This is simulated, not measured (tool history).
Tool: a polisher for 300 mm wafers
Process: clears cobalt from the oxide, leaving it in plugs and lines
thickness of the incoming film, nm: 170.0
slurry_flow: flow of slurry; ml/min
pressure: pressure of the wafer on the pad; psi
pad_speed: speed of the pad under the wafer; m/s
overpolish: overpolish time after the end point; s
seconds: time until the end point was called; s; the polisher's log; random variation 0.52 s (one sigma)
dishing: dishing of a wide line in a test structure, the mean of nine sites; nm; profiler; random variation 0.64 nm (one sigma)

run  hour  slurry_flow  pressure  pad_speed  overpolish  seconds  dishing
  1     0          155         2       0.88          23   32.476   49.379
  2   7.7          155         2       0.88          30   32.658   52.059
  3  10.2          115         2       0.88          30    35.15   51.769
  4    19           95         2       0.88          30   36.237    48.71
  5  23.5           95         2       0.88          30    36.25   52.165
  6  25.5           95         2       0.88          26   37.263   51.091
  7  27.7          125         2       0.88          23   35.256   49.874
  8  36.5          145         2       0.88          20   33.372   48.103
  9  42.2          165         2       0.88          18   33.066   46.558

The next listed run, before its measurement:
 10  46.6          180         2       0.88          16        ?        ?

{"run 10": {"seconds": 31.935, "dishing": 43.111}}
